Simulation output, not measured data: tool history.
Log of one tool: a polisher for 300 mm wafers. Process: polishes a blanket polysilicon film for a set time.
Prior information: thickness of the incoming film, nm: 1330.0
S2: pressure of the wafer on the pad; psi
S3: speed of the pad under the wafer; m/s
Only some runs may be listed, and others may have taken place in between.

run 1 hour=0 | flow_of_slurry_(ml/min)=150 S2=2.6 S3=0.86 polishing_time_(s)=77 | film_removed_(angstrom)=4609
run 2 hour=7.8 | flow_of_slurry_(ml/min)=140 S2=2.5 S3=0.86 polishing_time_(s)=77 | film_removed_(angstrom)=4343
run 3 hour=9.4 | flow_of_slurry_(ml/min)=140 S2=2.5 S3=0.66 polishing_time_(s)=77 | film_removed_(angstrom)=3352.6
run 4 hour=10.6 | flow_of_slurry_(ml/min)=160 S2=2.5 S3=0.66 polishing_time_(s)=77 | film_removed_(angstrom)=3412.7
run 5 hour=19 | flow_of_slurry_(ml/min)=160 S2=2.2 S3=0.66 polishing_time_(s)=77 | film_removed_(angstrom)=3079.5
run 6 hour=21.1 | flow_of_slurry_(ml/min)=190 S2=2.2 S3=0.66 polishing_time_(s)=77 | film_removed_(angstrom)=3074.3

Run 7, settings as shown, results not yet in. Your forecast:
run 7 hour=23.2 | flow_of_slurry_(ml/min)=190 S2=2.9 S3=0.66 polishing_time_(s)=77 | film_removed_(angstrom)=?

{"run 7": {"film removed (angstrom)": 4073.2}}
